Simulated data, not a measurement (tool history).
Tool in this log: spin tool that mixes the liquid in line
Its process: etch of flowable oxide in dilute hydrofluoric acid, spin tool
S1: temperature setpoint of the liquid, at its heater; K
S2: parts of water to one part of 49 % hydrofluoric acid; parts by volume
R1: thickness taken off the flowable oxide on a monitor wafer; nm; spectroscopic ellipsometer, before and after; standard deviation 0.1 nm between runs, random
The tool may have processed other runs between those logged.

run 1 hour=0 | S1=296.15 S2=160 time_under_the_liquid_(s)=80 | R1=15.949
run 2 hour=3.5 | S1=298.15 S2=155 time_under_the_liquid_(s)=80 | R1=17.785
run 3 hour=5.8 | S1=299.65 S2=150 time_under_the_liquid_(s)=80 | R1=19.778
run 4 hour=13.9 | S1=299.65 S2=195 time_under_the_liquid_(s)=80 | R1=14.385
run 5 hour=18 | S1=301.15 S2=180 time_under_the_liquid_(s)=80 | R1=16.66
run 6 hour=26.9 | S1=303.15 S2=180 time_under_the_liquid_(s)=80 | R1=18.002
run 7 hour=35.4 | S1=303.65 S2=165 time_under_the_liquid_(s)=80 | R1=20.438
run 8 hour=40.5 | S1=303.65 S2=155 time_under_the_liquid_(s)=80 | R1=21.976
run 9 hour=43 | S1=303.65 S2=150 time_under_the_liquid_(s)=80 | R1=22.856
run 10 hour=50.4 | S1=303.65 S2=145 time_under_the_liquid_(s)=80 | R1=23.747
run 11 hour=51.9 | S1=303.65 S2=140 time_under_the_liquid_(s)=80 | R1=24.967

Run 12 comes next. What will it give?
run 12 hour=54.5 | S1=304.15 S2=140 time_under_the_liquid_(s)=80 | R1=?

Run 12 gave R1 25.203 nm.

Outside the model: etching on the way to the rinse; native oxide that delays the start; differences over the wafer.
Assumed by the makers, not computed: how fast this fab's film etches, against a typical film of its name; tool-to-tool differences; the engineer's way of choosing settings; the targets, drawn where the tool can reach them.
